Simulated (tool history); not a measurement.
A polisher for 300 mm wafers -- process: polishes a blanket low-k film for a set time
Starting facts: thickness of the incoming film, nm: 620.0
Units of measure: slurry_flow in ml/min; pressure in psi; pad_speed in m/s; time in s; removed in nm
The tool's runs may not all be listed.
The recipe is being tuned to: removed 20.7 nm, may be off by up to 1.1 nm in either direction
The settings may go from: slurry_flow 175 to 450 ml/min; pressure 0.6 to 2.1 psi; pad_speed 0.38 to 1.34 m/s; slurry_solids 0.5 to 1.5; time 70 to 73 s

{"run": 1, "hour": 0.0, "slurry_flow": 290, "pressure": 1.3, "pad_speed": 0.86, "slurry_solids": 1, "time": 70, "removed": 15.484}
{"run": 2, "hour": 4.6, "slurry_flow": 290, "pressure": 1.3, "pad_speed": 0.86, "slurry_solids": 0.8, "time": 70, "removed": 13.752}
{"run": 3, "hour": 6.2, "slurry_flow": 290, "pressure": 1.3, "pad_speed": 1.06, "slurry_solids": 0.8, "time": 70, "removed": 15.081}
{"run": 4, "hour": 14.0, "slurry_flow": 290, "pressure": 1.4, "pad_speed": 1.06, "slurry_solids": 0.8, "time": 70, "removed": 16.05}
{"run": 5, "hour": 19.9, "slurry_flow": 290, "pressure": 1.4, "pad_speed": 1.06, "slurry_solids": 0.65, "time": 70, "removed": 13.677}
{"run": 6, "hour": 28.4, "slurry_flow": 290, "pressure": 1.4, "pad_speed": 1.06, "slurry_solids": 0.8, "time": 70, "removed": 15.563}
{"run": 7, "hour": 33.1, "slurry_flow": 290, "pressure": 1.5, "pad_speed": 1.08, "slurry_solids": 0.8, "time": 70, "removed": 17.274}
{"run": 8, "hour": 38.1, "slurry_flow": 290, "pressure": 1.6, "pad_speed": 1.1, "slurry_solids": 0.8, "time": 70, "removed": 17.784}

5 next moves are on the table. One of them brings every result within its allowed miss. Which?
{"run": "A", "hour": 43.1, "slurry_flow": 330, "pressure": 1.7, "pad_speed": 1.02, "slurry_solids": 0.75, "time": 72, "removed": "?"}
{"run": "B", "hour": 43.1, "slurry_flow": 260, "pressure": 1.9, "pad_speed": 0.98, "slurry_solids": 0.75, "time": 73, "removed": "?"}
{"run": "C", "hour": 43.1, "slurry_flow": 325, "pressure": 1.7, "pad_speed": 1.14, "slurry_solids": 0.8, "time": 73, "removed": "?"}
{"run": "D", "hour": 43.1, "slurry_flow": 240, "pressure": 1.6, "pad_speed": 1.04, "slurry_solids": 0.8, "time": 73, "removed": "?"}
{"run": "E", "hour": 43.1, "slurry_flow": 335, "pressure": 1.6, "pad_speed": 1.04, "slurry_solids": 0.8, "time": 73, "removed": "?"}

move=A removed=17.605
move=B removed=18.517
move=C removed=19.927
move=D removed=17.653
move=E removed=18.077
A: moves away from the targets compared with the last run
B: closes in on the targets versus the last run, not all within tolerance yet
C: meets every target
D: as far off as the last run
E: closes in on the targets versus the last run, not all within tolerance yet
C meets every target.
